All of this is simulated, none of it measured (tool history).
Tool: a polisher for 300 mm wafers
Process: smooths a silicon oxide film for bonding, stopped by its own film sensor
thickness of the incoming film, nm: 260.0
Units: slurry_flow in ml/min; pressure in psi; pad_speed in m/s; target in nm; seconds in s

run	day	slurry_flow	pressure	pad_speed	slurry_solids	target	seconds
1	0.000	135	2.5	1.06	1.00	200	70.835
2	0.296	135	2.5	1.06	1.15	200	65.454
3	0.338	135	2.6	1.06	1.15	200	64.390
4	0.471	135	2.7	1.06	1.15	200	61.860
5	0.667	135	2.8	1.06	1.15	200	60.531
6	0.758	135	2.8	1.06	1.00	200	64.090

Forecast run 7:
7	1.042	135	2.9	1.06	1.00	200	?

{"run 7": {"seconds": 62.586}}

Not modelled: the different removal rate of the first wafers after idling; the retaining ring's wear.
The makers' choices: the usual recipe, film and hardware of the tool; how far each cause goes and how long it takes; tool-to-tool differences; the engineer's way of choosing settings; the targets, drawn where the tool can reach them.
